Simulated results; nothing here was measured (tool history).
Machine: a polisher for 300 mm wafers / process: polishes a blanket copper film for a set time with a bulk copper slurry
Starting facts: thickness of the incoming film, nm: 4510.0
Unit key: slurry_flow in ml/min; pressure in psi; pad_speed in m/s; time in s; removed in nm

Run 1, hour 0: slurry_flow 235 ml/min, pressure 1.9 psi, pad_speed 1.38 m/s, slurry_solids 1, time 52 s. Result: removed 377.62 nm.
Run 2, hour 8.5: slurry_flow 235 ml/min, pressure 2.1 psi, pad_speed 1.38 m/s, slurry_solids 1, time 52 s. Result: removed 414.66 nm.
Run 3, hour 17.3: slurry_flow 235 ml/min, pressure 1.8 psi, pad_speed 1.38 m/s, slurry_solids 1, time 52 s. Result: removed 352.4 nm.
Run 4, hour 21.3: slurry_flow 235 ml/min, pressure 2 psi, pad_speed 1.38 m/s, slurry_solids 1, time 52 s. Result: removed 393.99 nm.
Run 5, hour 24.2: slurry_flow 235 ml/min, pressure 2 psi, pad_speed 1.38 m/s, slurry_solids 1, time 52 s. Result: removed 395.71 nm.
Run 6, hour 26.4: slurry_flow 280 ml/min, pressure 2 psi, pad_speed 1.38 m/s, slurry_solids 1, time 52 s. Result: removed 395.36 nm.
Run 7, hour 32.4: slurry_flow 280 ml/min, pressure 2.2 psi, pad_speed 1.38 m/s, slurry_solids 1, time 52 s. Result: removed 446.15 nm.
Run 8, hour 39.4: slurry_flow 280 ml/min, pressure 2.3 psi, pad_speed 1.38 m/s, slurry_solids 1, time 52 s. Result: removed 455.52 nm.

Estimate the outcome of run 9 from the log above:
Run 9, hour 41.5: slurry_flow 280 ml/min, pressure 2.4 psi, pad_speed 1.38 m/s, slurry_solids 1, time 52 s. Result: removed ?.

removed: 471.99 nm

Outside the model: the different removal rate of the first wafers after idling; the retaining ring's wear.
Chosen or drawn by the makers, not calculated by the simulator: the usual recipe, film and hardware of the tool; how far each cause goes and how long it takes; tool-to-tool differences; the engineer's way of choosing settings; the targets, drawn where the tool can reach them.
